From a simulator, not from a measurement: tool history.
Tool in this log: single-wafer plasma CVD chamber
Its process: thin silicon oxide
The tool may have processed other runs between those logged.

run	hour	heater temperature setpoint (°C)	chamber pressure (Pa)	RF power (W)	deposition time (s)	mean film thickness on the monitor wafer (nm)
1	0	390	109.7	250	6.73	12.122
2	3.6	390	109.7	250	6.73	12.243
3	4.2	390	105.9	250	6.73	11.819
4	8.1	390	105.9	275	6.73	12.435
5	10.5	390	101.3	275	6.73	11.939
6	15.5	390	98.4	275	6.73	11.852

Run 7 has not been measured yet. What should we expect?
7	17.5	390	95.2	275	6.73	?

{"run 7": {"mean film thickness on the monitor wafer (nm)": 11.589}}
